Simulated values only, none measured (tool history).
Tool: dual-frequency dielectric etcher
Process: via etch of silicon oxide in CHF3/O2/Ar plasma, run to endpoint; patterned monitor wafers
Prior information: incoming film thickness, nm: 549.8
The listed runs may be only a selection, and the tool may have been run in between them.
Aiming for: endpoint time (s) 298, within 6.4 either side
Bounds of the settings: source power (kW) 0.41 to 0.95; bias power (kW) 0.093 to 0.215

run	day	source power (kW)	bias power (kW)	endpoint time (s)
1	0	0.68	0.154	257.06
2	0.079	0.63	0.151	266.93
3	0.433	0.63	0.17	253.33
4	0.762	0.53	0.17	268.56
5	1.133	0.48	0.17	279.13
6	1.275	0.56	0.17	264.06
7	1.55	0.53	0.166	270.62
8	1.846	0.41	0.147	309.29
9	2.092	0.42	0.148	305.71
10	2.271	0.43	0.148	304.5

Exercise: of the 5 proposed moves below, exactly one satisfies all targets within the stated allowed misses. Which move is it?
A	2.45	0.49	0.162	?
B	2.45	0.49	0.167	?
C	2.45	0.52	0.135	?
D	2.45	0.52	0.159	?
E	2.45	0.5	0.154	?

move	endpoint time (s)
A	279.33
B	275.69
C	296.13
D	275.88
E	283.54
A: takes the result that was furthest off past its target
B: takes the result that was furthest off past its target
C: all results in spec
D: takes the result that was furthest off past its target
E: takes the result that was furthest off past its target
Go with C: it meets all targets.
